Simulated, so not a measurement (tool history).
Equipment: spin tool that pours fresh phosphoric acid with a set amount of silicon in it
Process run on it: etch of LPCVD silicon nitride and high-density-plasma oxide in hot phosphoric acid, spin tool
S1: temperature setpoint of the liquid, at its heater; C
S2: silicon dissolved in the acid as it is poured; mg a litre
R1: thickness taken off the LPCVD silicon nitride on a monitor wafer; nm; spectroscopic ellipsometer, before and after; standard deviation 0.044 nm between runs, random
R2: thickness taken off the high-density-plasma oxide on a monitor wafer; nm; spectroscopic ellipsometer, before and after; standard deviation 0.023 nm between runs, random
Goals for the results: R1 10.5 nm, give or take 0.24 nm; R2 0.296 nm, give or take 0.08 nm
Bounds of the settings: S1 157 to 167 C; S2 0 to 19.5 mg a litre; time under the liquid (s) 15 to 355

{"run": 1, "day": 0.0, "S1": 162, "S2": 8.5, "time under the liquid (s)": 180, "R1": 15.695, "R2": 0.35989}
{"run": 2, "day": 0.075, "S1": 160, "S2": 8.5, "time under the liquid (s)": 180, "R1": 14.598, "R2": 0.24106}
{"run": 3, "day": 0.446, "S1": 160, "S2": 10, "time under the liquid (s)": 180, "R1": 14.672, "R2": 0.30116}
{"run": 4, "day": 0.538, "S1": 159.5, "S2": 12.5, "time under the liquid (s)": 165, "R1": 13.189, "R2": 0.20911}
{"run": 5, "day": 0.858, "S1": 159.5, "S2": 15.5, "time under the liquid (s)": 165, "R1": 13.164, "R2": 0.22405}
{"run": 6, "day": 1.021, "S1": 159.5, "S2": 15.5, "time under the liquid (s)": 230, "R1": 18.407, "R2": 0.28671}
{"run": 7, "day": 1.371, "S1": 160.5, "S2": 14, "time under the liquid (s)": 190, "R1": 15.633, "R2": 0.23423}
{"run": 8, "day": 1.712, "S1": 159.5, "S2": 10.5, "time under the liquid (s)": 175, "R1": 13.962, "R2": 0.23306}
{"run": 9, "day": 2.008, "S1": 160.5, "S2": 7.5, "time under the liquid (s)": 150, "R1": 12.371, "R2": 0.26684}
{"run": 10, "day": 2.146, "S1": 160.5, "S2": 5.5, "time under the liquid (s)": 140, "R1": 11.655, "R2": 0.22844}
{"run": 11, "day": 2.204, "S1": 161, "S2": 4, "time under the liquid (s)": 130, "R1": 10.921, "R2": 0.25452}

Consider the 5 candidate settings below. Which is the only one whose results all fall within their allowed miss of target?
{"run": "A", "day": 2.262, "S1": 163.5, "S2": 1.5, "time under the liquid (s)": 130, "R1": "?", "R2": "?"}
{"run": "B", "day": 2.262, "S1": 163.5, "S2": 1.5, "time under the liquid (s)": 115, "R1": "?", "R2": "?"}
{"run": "C", "day": 2.262, "S1": 161.5, "S2": 2.5, "time under the liquid (s)": 130, "R1": "?", "R2": "?"}
{"run": "D", "day": 2.262, "S1": 157, "S2": 8.5, "time under the liquid (s)": 155, "R1": "?", "R2": "?"}
{"run": "E", "day": 2.262, "S1": 165.5, "S2": 1, "time under the liquid (s)": 115, "R1": "?", "R2": "?"}

move=A R1=11.897 R2=0.35079
move=B R1=10.524 R2=0.31032
move=C R1=11.128 R2=0.29705
move=D R1=11.39 R2=0.22402
move=E R1=11.245 R2=0.36248
A: lands further from the targets than the last run did
B: all results land within tolerance of their targets
C: lands further from the targets than the last run did
D: lands further from the targets than the last run did
E: lands further from the targets than the last run did
The right move is B.

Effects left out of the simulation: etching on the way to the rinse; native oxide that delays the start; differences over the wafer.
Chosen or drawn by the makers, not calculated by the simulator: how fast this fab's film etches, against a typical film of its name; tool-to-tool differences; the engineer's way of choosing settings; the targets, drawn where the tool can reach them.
